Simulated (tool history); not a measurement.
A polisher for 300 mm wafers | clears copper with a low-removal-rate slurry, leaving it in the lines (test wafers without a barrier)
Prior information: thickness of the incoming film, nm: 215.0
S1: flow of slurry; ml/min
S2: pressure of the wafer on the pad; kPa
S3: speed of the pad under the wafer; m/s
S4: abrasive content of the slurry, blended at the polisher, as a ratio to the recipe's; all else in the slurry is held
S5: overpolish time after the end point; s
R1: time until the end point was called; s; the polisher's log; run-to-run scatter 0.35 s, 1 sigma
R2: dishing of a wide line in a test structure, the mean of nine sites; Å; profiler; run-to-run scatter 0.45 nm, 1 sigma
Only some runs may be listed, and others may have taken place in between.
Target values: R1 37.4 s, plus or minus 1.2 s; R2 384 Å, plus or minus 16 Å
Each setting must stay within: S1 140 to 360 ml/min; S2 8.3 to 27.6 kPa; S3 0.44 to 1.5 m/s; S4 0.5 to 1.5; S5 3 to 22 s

run,hour,S1,S2,S3,S4,S5,R1,R2
1,0,230,17.9,0.96,1,11,72.28,195.65
2,4.9,230,16.5,0.96,1,11,78.207,178.58
3,10,230,16.5,0.96,1.15,11,74.883,190.07
4,13.9,230,18.6,0.98,1.15,11,66.396,199.15
5,21.5,230,15.2,0.98,1.15,11,78.7,177.46
6,30,230,17.2,1,1.15,12,69.114,208.64
7,35.1,230,17.2,1,1.15,12,70.754,210.1
8,42.8,230,19.3,1.02,1.15,12,63.307,226.57
9,44.8,230,20.7,1.06,1.15,12,56.573,241.56
10,46.3,230,22.1,1.08,1.15,12,52.962,249.01
11,52.6,230,22.1,1.08,1.15,12,52.941,251.53
12,60.5,230,23.4,1.1,1.15,13,48.913,274.39
13,63.8,230,24.1,1.12,1.15,14,48.031,291.04
14,65.1,230,24.1,1.12,1.15,14,47.765,299.6
15,70.1,235,24.8,1.14,1.15,14,46.128,297.44
16,71.5,235,27.6,1.26,1.15,16,38.247,353.99
17,75.5,245,27.6,1.3,1.15,17,37.124,368.47

Exactly one of the 4 candidate moves below puts every result within its allowed miss. Which one?
A,79.5,270,26.2,1.3,1.25,19,?,?
B,79.5,230,27.6,1.22,1.3,16,?,?
C,79.5,235,24.8,1.36,1.25,16,?,?
D,79.5,225,27.6,1.4,1.05,16,?,?

move,R1,R2
A,37.288,383.08
B,38.371,357.16
C,37.897,356.33
D,35.451,368.48
A: every result within its allowed miss
B: the biggest miss grows against the last run
C: the biggest miss grows against the last run
D: brings the last run's worst result on target, with another outside its allowed miss
The move that meets every target is A.
